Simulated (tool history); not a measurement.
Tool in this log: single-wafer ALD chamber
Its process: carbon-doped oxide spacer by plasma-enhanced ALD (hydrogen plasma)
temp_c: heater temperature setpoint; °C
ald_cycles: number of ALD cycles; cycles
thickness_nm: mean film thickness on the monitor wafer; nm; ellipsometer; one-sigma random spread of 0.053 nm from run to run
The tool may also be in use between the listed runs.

| run | hour | temp_c | ald_cycles | thickness_nm |
|---|---|---|---|---|
| 1 | 0.0 | 425 | 261 | 12.721 |
| 2 | 4.6 | 434 | 261 | 12.469 |
| 3 | 8.6 | 435 | 259 | 12.154 |
| 4 | 11.2 | 436 | 259 | 12.307 |
| 5 | 16.4 | 436 | 294 | 13.808 |
| 6 | 22.6 | 436 | 264 | 12.538 |
| 7 | 26.7 | 437 | 261 | 12.346 |

For run 8, what comes out?
| 8 | 34.0 | 438 | 259 | ? |

thickness_nm: 12.094 nm

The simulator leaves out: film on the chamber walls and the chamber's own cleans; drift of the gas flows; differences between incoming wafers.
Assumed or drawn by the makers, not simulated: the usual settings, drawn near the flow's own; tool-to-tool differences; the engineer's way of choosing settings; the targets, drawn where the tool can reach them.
